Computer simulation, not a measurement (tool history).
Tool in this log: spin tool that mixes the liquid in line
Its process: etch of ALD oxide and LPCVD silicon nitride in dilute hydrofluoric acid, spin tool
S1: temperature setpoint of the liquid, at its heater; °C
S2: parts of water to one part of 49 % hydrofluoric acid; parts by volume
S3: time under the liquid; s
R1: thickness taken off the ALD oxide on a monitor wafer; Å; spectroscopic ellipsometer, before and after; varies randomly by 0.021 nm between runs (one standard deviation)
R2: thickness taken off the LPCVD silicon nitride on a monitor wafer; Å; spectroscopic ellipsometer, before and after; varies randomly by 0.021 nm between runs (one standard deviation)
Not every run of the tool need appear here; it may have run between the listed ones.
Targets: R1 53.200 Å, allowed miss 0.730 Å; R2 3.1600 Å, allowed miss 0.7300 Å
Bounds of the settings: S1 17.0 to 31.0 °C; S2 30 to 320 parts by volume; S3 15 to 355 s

Run 1, hour 0.0: S1 23.0 °C, S2 175 parts by volume, S3 180 s. Result: R1 93.599 Å, R2 5.2662 Å.
Run 2, hour 8.0: S1 22.0 °C, S2 185 parts by volume, S3 180 s. Result: R1 84.521 Å, R2 4.5023 Å.
Run 3, hour 15.3: S1 22.0 °C, S2 145 parts by volume, S3 180 s. Result: R1 112.150 Å, R2 5.5552 Å.
Run 4, hour 20.4: S1 22.0 °C, S2 190 parts by volume, S3 180 s. Result: R1 82.207 Å, R2 4.3551 Å.
Run 5, hour 21.3: S1 21.5 °C, S2 200 parts by volume, S3 180 s. Result: R1 75.677 Å, R2 3.7931 Å.
Run 6, hour 24.6: S1 21.5 °C, S2 210 parts by volume, S3 180 s. Result: R1 71.860 Å, R2 4.3220 Å.
Run 7, hour 32.0: S1 21.0 °C, S2 215 parts by volume, S3 180 s. Result: R1 68.400 Å, R2 3.6157 Å.
Run 8, hour 36.4: S1 20.5 °C, S2 220 parts by volume, S3 180 s. Result: R1 64.803 Å, R2 3.4124 Å.
Run 9, hour 44.5: S1 20.0 °C, S2 225 parts by volume, S3 180 s. Result: R1 62.655 Å, R2 3.4855 Å.
Run 10, hour 52.8: S1 19.5 °C, S2 230 parts by volume, S3 180 s. Result: R1 59.117 Å, R2 2.6540 Å.
Run 11, hour 55.8: S1 19.5 °C, S2 230 parts by volume, S3 180 s. Result: R1 59.085 Å, R2 3.2107 Å.
Run 12, hour 64.5: S1 19.0 °C, S2 230 parts by volume, S3 180 s. Result: R1 58.151 Å, R2 3.1715 Å.
Run 13, hour 71.1: S1 17.0 °C, S2 235 parts by volume, S3 180 s. Result: R1 52.313 Å, R2 2.6795 Å.

Which of these 4 next moves meets every target?
Run A, hour 77.7: S1 21.5 °C, S2 300 parts by volume, S3 210 s. Result: R1 ?, R2 ?.
Run B, hour 77.7: S1 22.0 °C, S2 250 parts by volume, S3 170 s. Result: R1 ?, R2 ?.
Run C, hour 77.7: S1 20.0 °C, S2 280 parts by volume, S3 210 s. Result: R1 ?, R2 ?.
Run D, hour 77.7: S1 21.0 °C, S2 265 parts by volume, S3 190 s. Result: R1 ?, R2 ?.

move      R1      R2
   A  53.302  3.5597
   B  55.286  3.5539
   C  55.076  3.4619
   D  55.390  3.5216
A: all results land within tolerance of their targets
B: pushes the last run's worst result past its target
C: pushes the last run's worst result past its target
D: pushes the last run's worst result past its target
Answer: A
